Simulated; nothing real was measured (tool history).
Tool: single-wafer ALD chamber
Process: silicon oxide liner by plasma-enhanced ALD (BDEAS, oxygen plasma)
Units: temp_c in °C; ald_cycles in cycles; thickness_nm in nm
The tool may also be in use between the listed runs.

run,hour,temp_c,ald_cycles,thickness_nm
1,0,315,76,7.183
2,3.8,316,75,7.0965
3,11.4,306,75,7.1736
4,18,306,71,6.7903
5,20.2,306,77,7.3906
6,24.6,307,76,7.2533
7,27.5,307,75,7.1576
8,35.6,307,74,7.0507
9,37,307,73,6.9465
10,44.3,307,72,6.8773

Forecast run 11:
11,52.7,307,71,?

Run 11 gave thickness_nm 6.7698 nm.

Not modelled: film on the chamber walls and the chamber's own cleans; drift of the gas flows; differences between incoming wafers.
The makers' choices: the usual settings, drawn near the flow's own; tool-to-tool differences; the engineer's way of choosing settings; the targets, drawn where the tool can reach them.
